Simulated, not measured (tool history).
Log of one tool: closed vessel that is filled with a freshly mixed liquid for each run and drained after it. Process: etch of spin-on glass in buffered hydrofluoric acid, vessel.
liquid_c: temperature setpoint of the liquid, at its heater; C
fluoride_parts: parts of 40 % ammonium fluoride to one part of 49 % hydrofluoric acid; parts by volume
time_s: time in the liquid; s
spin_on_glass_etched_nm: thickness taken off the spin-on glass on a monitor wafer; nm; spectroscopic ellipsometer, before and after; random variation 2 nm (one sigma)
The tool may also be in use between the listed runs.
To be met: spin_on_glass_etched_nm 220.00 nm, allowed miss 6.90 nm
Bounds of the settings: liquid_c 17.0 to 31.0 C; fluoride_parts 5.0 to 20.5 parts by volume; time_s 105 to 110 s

{"run": 1, "day": 0.0, "liquid_c": 23.0, "fluoride_parts": 12.5, "time_s": 105, "spin_on_glass_etched_nm": 250.12}
{"run": 2, "day": 0.292, "liquid_c": 22.5, "fluoride_parts": 12.5, "time_s": 105, "spin_on_glass_etched_nm": 244.27}
{"run": 3, "day": 0.35, "liquid_c": 22.5, "fluoride_parts": 14.5, "time_s": 105, "spin_on_glass_etched_nm": 216.42}
{"run": 4, "day": 0.508, "liquid_c": 22.5, "fluoride_parts": 14.5, "time_s": 105, "spin_on_glass_etched_nm": 214.31}
{"run": 5, "day": 0.562, "liquid_c": 22.5, "fluoride_parts": 16.5, "time_s": 105, "spin_on_glass_etched_nm": 187.09}
{"run": 6, "day": 0.783, "liquid_c": 23.0, "fluoride_parts": 16.5, "time_s": 105, "spin_on_glass_etched_nm": 189.83}
{"run": 7, "day": 1.108, "liquid_c": 23.5, "fluoride_parts": 16.5, "time_s": 105, "spin_on_glass_etched_nm": 196.87}
{"run": 8, "day": 1.196, "liquid_c": 24.0, "fluoride_parts": 16.5, "time_s": 105, "spin_on_glass_etched_nm": 202.11}
{"run": 9, "day": 1.35, "liquid_c": 24.0, "fluoride_parts": 16.5, "time_s": 105, "spin_on_glass_etched_nm": 205.15}
{"run": 10, "day": 1.692, "liquid_c": 24.5, "fluoride_parts": 16.5, "time_s": 105, "spin_on_glass_etched_nm": 209.27}

4 next moves are on the table. One of them brings every result within its allowed miss. Which?
{"run": "A", "day": 2.033, "liquid_c": 23.5, "fluoride_parts": 16.5, "time_s": 105, "spin_on_glass_etched_nm": "?"}
{"run": "B", "day": 2.033, "liquid_c": 23.0, "fluoride_parts": 17.0, "time_s": 110, "spin_on_glass_etched_nm": "?"}
{"run": "C", "day": 2.033, "liquid_c": 30.0, "fluoride_parts": 20.5, "time_s": 110, "spin_on_glass_etched_nm": "?"}
{"run": "D", "day": 2.033, "liquid_c": 23.0, "fluoride_parts": 15.0, "time_s": 110, "spin_on_glass_etched_nm": "?"}

move=A spin_on_glass_etched_nm=197.73
move=B spin_on_glass_etched_nm=195.69
move=C spin_on_glass_etched_nm=239.06
move=D spin_on_glass_etched_nm=221.34
A: further off than the last run
B: further off than the last run
C: takes the result that was furthest off past its target
D: meets every target
The right move is D.
